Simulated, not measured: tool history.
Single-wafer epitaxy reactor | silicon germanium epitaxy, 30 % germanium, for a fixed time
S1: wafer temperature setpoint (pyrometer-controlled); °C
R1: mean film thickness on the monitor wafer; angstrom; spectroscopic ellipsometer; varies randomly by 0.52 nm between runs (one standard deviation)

Run 1, hour 0.0: S1 620 °C, chamber pressure (Pa) 3466. Result: R1 929.33 angstrom.
Run 2, hour 8.8: S1 626 °C, chamber pressure (Pa) 3506. Result: R1 1027.40 angstrom.
Run 3, hour 13.3: S1 630 °C, chamber pressure (Pa) 3546. Result: R1 1101.80 angstrom.
Run 4, hour 19.7: S1 626 °C, chamber pressure (Pa) 3546. Result: R1 1037.30 angstrom.
Run 5, hour 26.3: S1 620 °C, chamber pressure (Pa) 3546. Result: R1 939.61 angstrom.
Run 6, hour 27.5: S1 626 °C, chamber pressure (Pa) 3600. Result: R1 1046.10 angstrom.

For run 7, what comes out?
Run 7, hour 28.4: S1 630 °C, chamber pressure (Pa) 3626. Result: R1 ?.

{"run 7": {"R1": 1122.6}}
